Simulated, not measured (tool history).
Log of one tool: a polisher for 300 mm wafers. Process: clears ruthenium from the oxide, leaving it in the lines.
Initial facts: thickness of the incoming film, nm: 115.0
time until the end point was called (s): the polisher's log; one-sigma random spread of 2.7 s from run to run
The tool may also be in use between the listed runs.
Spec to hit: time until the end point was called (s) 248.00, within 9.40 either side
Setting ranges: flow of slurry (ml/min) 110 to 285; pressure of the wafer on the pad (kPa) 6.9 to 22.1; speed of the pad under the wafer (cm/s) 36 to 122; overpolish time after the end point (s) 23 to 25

run	hour	flow of slurry (ml/min)	pressure of the wafer on the pad (kPa)	speed of the pad under the wafer (cm/s)	overpolish time after the end point (s)	time until the end point was called (s)
1	0.0	180	14.5	78	23	132.43
2	1.8	175	12.4	76	23	150.80
3	3.6	175	15.9	76	23	126.29
4	10.0	170	13.8	72	23	148.90
5	10.9	170	11.7	70	23	172.94
6	12.4	170	11.7	70	25	176.74
7	13.3	170	10.3	68	25	197.09
8	21.0	170	9.7	68	25	210.70

Of the 4 settings listed for the next run, only one would bring every result within its allowed miss of target. Which one?
A	28.7	165	9.7	52	25	?
B	28.7	170	6.9	72	24	?
C	28.7	145	8.3	78	24	?
D	28.7	145	11.7	78	25	?

move	time until the end point was called (s)
A	272.31
B	249.58
C	210.04
D	163.20
A: takes the biggest miss from the last run beyond its target
B: every result within its allowed miss
C: roughly where the last run was
D: further off than the last run
Go with B: it meets all targets.
